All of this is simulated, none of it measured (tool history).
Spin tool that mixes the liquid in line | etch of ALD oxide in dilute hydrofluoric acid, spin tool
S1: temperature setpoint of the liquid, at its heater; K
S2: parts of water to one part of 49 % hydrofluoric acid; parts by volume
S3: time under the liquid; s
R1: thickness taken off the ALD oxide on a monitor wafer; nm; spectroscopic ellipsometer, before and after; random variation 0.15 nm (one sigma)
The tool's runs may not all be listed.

| run | hour | S1 | S2 | S3 | R1 |
|---|---|---|---|---|---|
| 1 | 0.0 | 297.15 | 250 | 310 | 20.256 |
| 2 | 7.7 | 297.15 | 285 | 310 | 17.138 |
| 3 | 9.3 | 294.15 | 285 | 310 | 15.327 |
| 4 | 17.3 | 297.65 | 285 | 310 | 17.365 |
| 5 | 18.9 | 297.65 | 285 | 310 | 17.393 |
| 6 | 26.5 | 297.65 | 285 | 310 | 17.365 |
| 7 | 30.6 | 299.65 | 245 | 310 | 22.578 |
| 8 | 35.6 | 301.15 | 215 | 310 | 27.985 |
| 9 | 41.7 | 302.15 | 195 | 310 | 32.948 |
| 10 | 48.7 | 303.15 | 180 | 310 | 37.444 |

The next listed run, before its measurement:
| 11 | 55.1 | 303.65 | 170 | 310 | ? |

R1: 40.929 nm
